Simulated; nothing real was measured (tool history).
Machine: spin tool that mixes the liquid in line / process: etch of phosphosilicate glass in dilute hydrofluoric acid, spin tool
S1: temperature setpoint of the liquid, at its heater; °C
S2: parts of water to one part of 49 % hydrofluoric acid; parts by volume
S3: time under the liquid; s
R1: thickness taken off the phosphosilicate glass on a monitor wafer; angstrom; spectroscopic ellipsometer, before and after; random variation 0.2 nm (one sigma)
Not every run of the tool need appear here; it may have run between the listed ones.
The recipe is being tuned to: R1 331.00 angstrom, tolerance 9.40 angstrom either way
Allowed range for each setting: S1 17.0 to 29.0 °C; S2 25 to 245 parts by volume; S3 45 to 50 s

run,hour,S1,S2,S3,R1
1,0.0,21.0,135,45,554.97
2,1.3,21.0,135,50,610.68
3,8.5,20.0,150,50,527.12
4,13.7,17.0,150,50,469.88
5,22.8,17.0,135,50,526.35
6,30.9,17.0,135,50,525.94
7,31.5,17.0,190,50,351.78
8,36.6,17.0,195,50,343.11

Exercise: of the 5 proposed moves below, exactly one satisfies all targets within the stated allowed misses. Which move is it?
A,41.7,19.5,205,50,?
B,41.7,17.0,190,50,?
C,41.7,18.0,210,50,?
D,41.7,17.5,195,50,?
E,41.7,17.5,175,45,?

move,R1
A,357.12
B,354.14
C,327.26
D,350.39
E,358.07
A: moves away from the targets compared with the last run
B: moves away from the targets compared with the last run
C: each result inside its tolerance
D: moves away from the targets compared with the last run
E: moves away from the targets compared with the last run
The move that meets every target is C.
